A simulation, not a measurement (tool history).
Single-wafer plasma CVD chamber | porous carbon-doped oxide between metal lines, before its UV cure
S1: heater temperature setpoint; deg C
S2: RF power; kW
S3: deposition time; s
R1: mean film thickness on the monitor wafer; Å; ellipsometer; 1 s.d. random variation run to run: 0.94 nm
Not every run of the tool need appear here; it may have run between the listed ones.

Run 1, hour 0.0: S1 315 deg C, S2 0.600 kW, S3 36.6 s. Result: R1 2082.9 Å.
Run 2, hour 7.5: S1 321 deg C, S2 0.600 kW, S3 36.6 s. Result: R1 2014.0 Å.
Run 3, hour 11.8: S1 317 deg C, S2 0.605 kW, S3 36.6 s. Result: R1 2069.7 Å.
Run 4, hour 15.8: S1 317 deg C, S2 0.605 kW, S3 34.9 s. Result: R1 1962.4 Å.
Run 5, hour 19.8: S1 317 deg C, S2 0.605 kW, S3 34.9 s. Result: R1 1971.7 Å.
Run 6, hour 20.4: S1 308 deg C, S2 0.605 kW, S3 34.9 s. Result: R1 2084.0 Å.

Run 7, settings as shown, results not yet in. Your forecast:
Run 7, hour 23.9: S1 305 deg C, S2 0.610 kW, S3 34.9 s. Result: R1 ?.

Logged for run 7: R1 2137.6 Å.

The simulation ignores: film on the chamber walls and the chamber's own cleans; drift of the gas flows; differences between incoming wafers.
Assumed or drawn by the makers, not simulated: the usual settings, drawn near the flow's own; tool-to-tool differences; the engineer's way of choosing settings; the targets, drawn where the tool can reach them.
